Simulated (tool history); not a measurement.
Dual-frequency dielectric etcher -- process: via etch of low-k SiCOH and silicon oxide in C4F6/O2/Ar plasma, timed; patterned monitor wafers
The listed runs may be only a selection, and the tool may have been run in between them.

run	hour	source power (W)	bias power (W)	etch time (s)	mean etch depth across the wafer (angstrom)
1	0.0	270	221	28.5	690.63
2	0.8	290	224	28.5	705.62
3	9.4	290	224	26.5	661.28
4	10.0	300	245	27.0	701.20
5	16.3	260	245	27.0	669.93
6	21.1	290	252	27.0	701.21

What does the tool deliver on the next run?
7	25.9	290	252	27.0	?

mean etch depth across the wafer (angstrom): 703.82

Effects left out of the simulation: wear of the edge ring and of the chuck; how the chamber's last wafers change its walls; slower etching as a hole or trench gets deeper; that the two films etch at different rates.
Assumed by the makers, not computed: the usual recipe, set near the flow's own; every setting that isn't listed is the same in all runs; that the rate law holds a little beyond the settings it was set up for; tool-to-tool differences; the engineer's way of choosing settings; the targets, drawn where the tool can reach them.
